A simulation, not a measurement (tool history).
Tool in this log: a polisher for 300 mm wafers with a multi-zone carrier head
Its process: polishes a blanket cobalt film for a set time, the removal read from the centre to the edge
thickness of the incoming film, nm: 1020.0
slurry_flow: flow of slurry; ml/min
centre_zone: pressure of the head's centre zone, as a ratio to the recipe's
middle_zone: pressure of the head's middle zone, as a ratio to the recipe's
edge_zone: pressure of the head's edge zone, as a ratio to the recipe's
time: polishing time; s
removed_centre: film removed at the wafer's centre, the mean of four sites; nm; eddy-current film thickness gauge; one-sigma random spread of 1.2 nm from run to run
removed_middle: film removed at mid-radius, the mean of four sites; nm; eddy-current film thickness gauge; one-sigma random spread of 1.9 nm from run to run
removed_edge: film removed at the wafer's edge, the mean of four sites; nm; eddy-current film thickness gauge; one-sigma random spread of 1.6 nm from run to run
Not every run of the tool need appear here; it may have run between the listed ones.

run	hour	slurry_flow	centre_zone	middle_zone	edge_zone	time	removed_centre	removed_middle	removed_edge
1	0	160	1	1	1	73	241.02	240.56	240.85
2	2.9	160	1	1	0.95	73	244.79	243.44	236.02
3	3.7	160	1	1	1.02	73	242.92	240.13	246.52
4	9.3	135	1	1	1.02	73	230.59	229.9	237.32
5	14.3	150	1	1	1.02	73	237.3	240.12	240.49
6	18.7	150	0.93	1	1.02	73	220.54	236.23	243.91
7	21.9	140	0.92	1	0.99	72	211.19	231.26	233.19
8	27.9	135	0.91	0.99	0.96	71	203.09	227.31	226.84
9	34.8	130	0.91	0.98	0.94	70	199.9	218.49	219.78
10	42.4	125	0.91	0.98	0.92	69	196.77	211.16	211.82
11	49.8	125	0.91	0.98	0.92	69	196.41	213.56	211.93
12	51.9	120	0.9	0.98	0.91	69	191.29	209.1	208.6
13	60.1	115	0.9	0.98	0.9	69	184.52	205.83	205.39
14	68.7	115	0.9	0.98	0.89	69	185.13	209.45	207.49

Expected results for the next run?
15	73	115	0.9	0.98	0.89	69	?	?	?

removed_centre: 186.7 nm
removed_middle: 207.48 nm
removed_edge: 206.15 nm
